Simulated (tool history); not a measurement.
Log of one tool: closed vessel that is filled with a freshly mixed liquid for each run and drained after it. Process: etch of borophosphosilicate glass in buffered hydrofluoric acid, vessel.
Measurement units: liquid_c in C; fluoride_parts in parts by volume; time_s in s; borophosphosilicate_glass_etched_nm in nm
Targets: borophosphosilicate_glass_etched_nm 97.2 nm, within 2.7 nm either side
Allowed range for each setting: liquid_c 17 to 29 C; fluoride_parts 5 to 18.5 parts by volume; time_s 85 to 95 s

| run | hour | liquid_c | fluoride_parts | time_s | borophosphosilicate_glass_etched_nm |
|---|---|---|---|---|---|
| 1 | 0 | 21 | 11.5 | 85 | 134.37 |
| 2 | 6.5 | 21 | 9 | 85 | 167.42 |
| 3 | 11.2 | 21 | 9 | 95 | 189.28 |
| 4 | 17.4 | 21 | 9 | 85 | 167.19 |
| 5 | 25.1 | 21 | 9 | 95 | 188.1 |
| 6 | 30.5 | 21 | 9 | 95 | 187.96 |
| 7 | 35.9 | 20.5 | 10 | 95 | 170.21 |
| 8 | 37.4 | 20 | 11 | 95 | 149.9 |

Which one of the following 4 next-run settings gets every result inside its allowed miss? There is exactly one.
| A | 38.9 | 21.5 | 18.5 | 95 | ? |
| B | 38.9 | 22 | 6.5 | 95 | ? |
| C | 38.9 | 17 | 13 | 90 | ? |
| D | 38.9 | 18.5 | 13 | 85 | ? |

| move | borophosphosilicate_glass_etched_nm |
|---|---|
| A | 97.903 |
| B | 277.62 |
| C | 102.34 |
| D | 105.15 |
A: every result lands within tolerance
B: the biggest miss grows against the last run
C: closes in on the targets versus the last run, not all within tolerance yet
D: closes in on the targets versus the last run, not all within tolerance yet
A meets every target.
